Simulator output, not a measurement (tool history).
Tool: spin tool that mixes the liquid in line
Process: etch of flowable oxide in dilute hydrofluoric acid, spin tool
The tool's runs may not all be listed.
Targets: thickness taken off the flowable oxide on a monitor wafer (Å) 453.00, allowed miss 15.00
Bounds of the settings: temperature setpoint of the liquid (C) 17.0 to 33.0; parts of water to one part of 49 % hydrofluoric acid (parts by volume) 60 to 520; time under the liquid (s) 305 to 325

run,hour,temperature setpoint of the liquid (C),parts of water to one part of 49 % hydrofluoric acid (parts by volume),time under the liquid (s),thickness taken off the flowable oxide on a monitor wafer (Å)
1,0.0,25.0,290,305,518.34
2,4.6,25.0,290,305,523.85
3,7.7,25.0,195,305,857.06
4,13.4,25.0,195,305,849.07
5,17.1,24.0,205,305,783.53
6,25.7,23.5,215,305,712.47
7,29.9,22.5,220,305,663.34
8,35.0,22.0,225,305,645.65
9,39.7,21.5,230,305,614.27
10,43.9,21.0,235,305,583.71
11,47.4,20.5,235,305,576.86
12,50.2,20.0,240,305,550.05
13,55.9,19.5,240,305,543.25
14,58.9,19.0,240,305,523.33
15,67.0,18.0,250,305,485.19

Which of these 5 next moves meets every target?
A,75.1,17.0,280,320,?
B,75.1,17.5,275,325,?
C,75.1,20.5,255,305,?
D,75.1,19.0,295,305,?
E,75.1,20.0,265,325,?

move,thickness taken off the flowable oxide on a monitor wafer (Å)
A,424.67
B,449.53
C,518.62
D,408.91
E,517.15
A: takes the result that was furthest off past its target
B: meets every target
C: further off than the last run
D: takes the result that was furthest off past its target
E: further off than the last run
Answer: B
